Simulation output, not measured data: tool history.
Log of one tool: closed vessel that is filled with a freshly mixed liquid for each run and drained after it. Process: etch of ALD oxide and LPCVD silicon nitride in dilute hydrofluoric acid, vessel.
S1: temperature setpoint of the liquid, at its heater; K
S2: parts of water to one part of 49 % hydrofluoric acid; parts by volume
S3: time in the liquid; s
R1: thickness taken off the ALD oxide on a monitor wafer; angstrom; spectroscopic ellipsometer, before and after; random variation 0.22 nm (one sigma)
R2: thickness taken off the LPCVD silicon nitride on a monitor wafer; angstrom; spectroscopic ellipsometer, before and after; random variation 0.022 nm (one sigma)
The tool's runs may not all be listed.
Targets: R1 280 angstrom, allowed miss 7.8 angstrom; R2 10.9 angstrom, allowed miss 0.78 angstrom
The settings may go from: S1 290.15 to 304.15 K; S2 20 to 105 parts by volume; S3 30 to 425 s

run 1 hour=0 | S1=296.15 S2=55 S3=215 | R1=447.43 R2=15.749
run 2 hour=2.9 | S1=296.15 S2=55 S3=285 | R1=589.03 R2=21.132
run 3 hour=6.6 | S1=296.15 S2=40 S3=285 | R1=826.54 R2=28.333
run 4 hour=13.4 | S1=292.65 S2=40 S3=285 | R1=714.74 R2=22.235
run 5 hour=20.6 | S1=293.65 S2=55 S3=290 | R1=548.16 R2=18.204
run 6 hour=23.1 | S1=294.15 S2=65 S3=295 | R1=472.2 R2=16.522
run 7 hour=27.8 | S1=294.15 S2=75 S3=300 | R1=405.38 R2=13.885
run 8 hour=34.3 | S1=295.15 S2=85 S3=300 | R1=372.51 R2=13.316
run 9 hour=38.3 | S1=295.15 S2=90 S3=305 | R1=355.05 R2=12.618
run 10 hour=45.9 | S1=295.15 S2=95 S3=305 | R1=334.34 R2=11.992
run 11 hour=49.8 | S1=295.15 S2=100 S3=300 | R1=309.72 R2=11.497
run 12 hour=53.8 | S1=295.15 S2=100 S3=295 | R1=304.33 R2=10.85
run 13 hour=62 | S1=295.65 S2=100 S3=290 | R1=307.35 R2=11.261

Which of these 4 next moves meets every target?
run A hour=70.2 | S1=293.65 S2=90 S3=240 | R1=? R2=?
run B hour=70.2 | S1=297.15 S2=100 S3=250 | R1=? R2=?
run C hour=70.2 | S1=295.15 S2=100 S3=290 | R1=? R2=?
run D hour=70.2 | S1=302.65 S2=105 S3=200 | R1=? R2=?

move=A R1=264.79 R2=9.0495
move=B R1=282.56 R2=10.746
move=C R1=302.58 R2=10.914
move=D R1=264.41 R2=11.668
A: takes the result that was furthest off past its target
B: meets every target
C: nearer than the last run, and not there yet
D: takes the result that was furthest off past its target
Move B is the one to make.
